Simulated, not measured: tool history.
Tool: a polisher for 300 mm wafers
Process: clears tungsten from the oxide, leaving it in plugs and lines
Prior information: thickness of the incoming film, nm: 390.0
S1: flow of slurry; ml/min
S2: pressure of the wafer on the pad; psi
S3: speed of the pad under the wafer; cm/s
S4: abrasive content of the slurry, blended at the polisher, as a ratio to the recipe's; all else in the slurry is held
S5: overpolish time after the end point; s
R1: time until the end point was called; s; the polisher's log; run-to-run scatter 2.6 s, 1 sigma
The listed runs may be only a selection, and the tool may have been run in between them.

Run 1, hour 0.0: S1 195 ml/min, S2 2.4 psi, S3 116 cm/s, S4 1.00, S5 4 s. Result: R1 119.56 s.
Run 2, hour 6.4: S1 190 ml/min, S2 2.1 psi, S3 110 cm/s, S4 1.00, S5 4 s. Result: R1 139.60 s.
Run 3, hour 12.7: S1 210 ml/min, S2 2.1 psi, S3 110 cm/s, S4 1.00, S5 4 s. Result: R1 139.54 s.
Run 4, hour 17.3: S1 210 ml/min, S2 2.1 psi, S3 110 cm/s, S4 1.15, S5 4 s. Result: R1 132.40 s.
Run 5, hour 19.2: S1 210 ml/min, S2 2.6 psi, S3 110 cm/s, S4 1.15, S5 4 s. Result: R1 111.22 s.
Run 6, hour 23.2: S1 210 ml/min, S2 2.3 psi, S3 102 cm/s, S4 1.15, S5 4 s. Result: R1 134.60 s.
Run 7, hour 30.4: S1 195 ml/min, S2 1.7 psi, S3 80 cm/s, S4 1.15, S5 4 s. Result: R1 217.93 s.
Run 8, hour 34.4: S1 190 ml/min, S2 1.6 psi, S3 80 cm/s, S4 1.15, S5 4 s. Result: R1 224.07 s.
Run 9, hour 36.9: S1 190 ml/min, S2 1.5 psi, S3 80 cm/s, S4 1.15, S5 4 s. Result: R1 238.14 s.

Run 10 has not been measured yet. What should we expect?
At hour 43.8: slurry tank refilled with fresh slurry and peroxide.
Run 10, hour 43.8: S1 185 ml/min, S2 1.5 psi, S3 80 cm/s, S4 1.15, S5 4 s. Result: R1 ?.

Run 10 yielded R1 183.94 s.

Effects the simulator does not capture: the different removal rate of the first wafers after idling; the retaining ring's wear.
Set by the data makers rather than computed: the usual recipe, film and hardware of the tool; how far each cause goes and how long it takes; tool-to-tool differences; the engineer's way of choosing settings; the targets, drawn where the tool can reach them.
